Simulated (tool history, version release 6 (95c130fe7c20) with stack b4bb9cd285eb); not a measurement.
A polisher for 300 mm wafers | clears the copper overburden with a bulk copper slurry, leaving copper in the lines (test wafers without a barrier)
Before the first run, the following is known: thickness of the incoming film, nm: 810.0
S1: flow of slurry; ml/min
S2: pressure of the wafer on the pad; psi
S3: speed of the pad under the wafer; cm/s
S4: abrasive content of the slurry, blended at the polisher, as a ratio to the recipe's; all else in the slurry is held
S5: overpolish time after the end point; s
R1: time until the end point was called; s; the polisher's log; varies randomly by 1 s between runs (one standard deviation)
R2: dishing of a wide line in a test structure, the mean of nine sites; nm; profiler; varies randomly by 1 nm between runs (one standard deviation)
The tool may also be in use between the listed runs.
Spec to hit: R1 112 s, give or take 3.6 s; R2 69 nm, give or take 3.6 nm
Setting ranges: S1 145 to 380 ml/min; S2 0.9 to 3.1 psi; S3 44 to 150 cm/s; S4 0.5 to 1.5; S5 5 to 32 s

run,hour,S1,S2,S3,S4,S5,R1,R2
1,0,245,2,96,1,16,135.54,58.385
2,8.4,250,2.1,96,1,16,129.37,61.121
3,10,250,2.1,96,1,11,129.72,45.533
4,11.7,220,2.1,96,1,11,130.14,44.347
5,17,220,2.5,96,1,11,112.05,51.475
6,21.8,220,2.7,96,1,11,101.89,54.836
7,27.9,220,2.7,96,1,11,103.42,53.925
8,36.4,220,2.7,96,1,12,103.64,58.52
9,41.4,215,2.7,96,1,13,102.74,62.518
10,45.4,215,2.7,96,1,14,103.71,66.675
11,48.9,210,2.7,96,1,14,102.96,65.25
12,51.2,210,2.7,96,1,15,103.01,69.686

Of the 5 settings listed for the next run, only one would bring every result within its allowed miss of target. Which one?
A,53.5,195,2.8,108,1.05,12,?,?
B,53.5,255,2.6,94,1.2,16,?,?
C,53.5,145,2.3,100,1.4,17,?,?
D,53.5,245,2.6,100,1,13,?,?
E,53.5,180,2.8,94,1.05,17,?,?

move,R1,R2
A,88.514,65.401
B,102.93,71.298
C,111.7,69.335
D,101.46,62.393
E,102.15,75.184
A: moves away from the targets compared with the last run
B: as far off as the last run
C: every result within its allowed miss
D: moves away from the targets compared with the last run
E: moves away from the targets compared with the last run
The move that meets every target is C.
